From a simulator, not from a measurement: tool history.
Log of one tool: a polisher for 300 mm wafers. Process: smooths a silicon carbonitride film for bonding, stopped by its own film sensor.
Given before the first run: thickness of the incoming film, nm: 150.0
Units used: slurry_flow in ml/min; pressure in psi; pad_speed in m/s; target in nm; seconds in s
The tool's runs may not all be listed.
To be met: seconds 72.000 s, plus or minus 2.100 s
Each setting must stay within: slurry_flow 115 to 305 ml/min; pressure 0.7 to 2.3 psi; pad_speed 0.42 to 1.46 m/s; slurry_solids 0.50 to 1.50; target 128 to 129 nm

run  hour  slurry_flow  pressure  pad_speed  slurry_solids  target  seconds
  1   0.0          195       1.5       0.94           1.00     129  130.520
  2   6.6          195       1.5       0.94           1.15     129  122.480
  3  13.2          195       1.5       0.94           1.05     129  127.420
  4  17.5          195       1.5       0.94           0.90     129  135.410
  5  21.8          175       1.5       0.94           0.90     129  135.140
  6  27.8          175       1.7       0.98           0.90     129  121.440
  7  36.3          180       1.9       1.06           0.90     129  103.270
  8  42.1          185       2.0       1.12           0.90     129   94.341
  9  46.6          185       2.1       1.16           0.90     129   88.526
 10  48.0          185       2.2       1.20           0.90     129   83.760
 11  55.6          185       2.2       1.24           0.90     129   82.023
 12  62.4          185       2.2       1.24           0.90     129   82.620
 13  66.0          190       2.2       1.30           0.90     129   78.075
 14  68.1          190       2.2       1.30           0.90     129   77.741
 15  76.4          215       2.3       1.30           0.90     129   74.957

5 candidate next runs follow, results not yet known. Just one meets every target within its allowed miss. Identify it.
  A  84.7          210       2.3       1.46           0.90     128        ?
  B  84.7          200       2.3       1.30           0.90     128        ?
  C  84.7          215       2.2       1.20           1.00     129        ?
  D  84.7          220       2.3       1.36           0.80     128        ?
  E  84.7          165       2.3       1.24           1.05     128        ?

move  seconds
   A   71.238
   B   78.612
   C   78.956
   D   78.517
   E   78.931
A: every result lands within tolerance
B: the biggest miss grows against the last run
C: the biggest miss grows against the last run
D: the biggest miss grows against the last run
E: the biggest miss grows against the last run
The right move is A.

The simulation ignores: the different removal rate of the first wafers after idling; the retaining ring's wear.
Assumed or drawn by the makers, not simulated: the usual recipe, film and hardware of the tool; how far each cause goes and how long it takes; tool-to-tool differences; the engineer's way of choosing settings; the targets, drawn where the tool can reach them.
